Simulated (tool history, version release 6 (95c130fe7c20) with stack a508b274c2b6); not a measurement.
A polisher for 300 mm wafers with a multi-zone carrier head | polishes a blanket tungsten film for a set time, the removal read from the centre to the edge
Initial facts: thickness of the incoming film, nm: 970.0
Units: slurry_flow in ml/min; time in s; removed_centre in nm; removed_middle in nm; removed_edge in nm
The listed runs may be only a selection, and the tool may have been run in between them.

run,hour,slurry_flow,centre_zone,middle_zone,edge_zone,slurry_solids,time,removed_centre,removed_middle,removed_edge
1,0.0,155,1.00,1.00,1.00,1.00,51,243.14,245.15,243.86
2,5.3,155,1.00,0.93,1.00,1.00,51,241.85,230.62,247.99
3,13.6,180,1.00,0.93,1.00,1.00,51,245.63,233.58,247.12
4,15.0,180,1.00,0.93,1.00,0.80,51,240.01,227.90,237.00
5,19.9,180,1.03,0.93,1.00,0.80,51,244.15,229.51,247.66
6,27.5,165,0.99,0.96,1.03,0.75,51,227.55,227.11,234.89
7,35.8,155,0.97,0.99,1.04,0.75,51,224.07,231.43,240.86

Predict the results of run 8:
8,40.1,150,0.95,1.01,1.02,0.75,51,?,?,?

{"run 8": {"removed_centre": 215.04, "removed_middle": 233.63, "removed_edge": 238.12}}
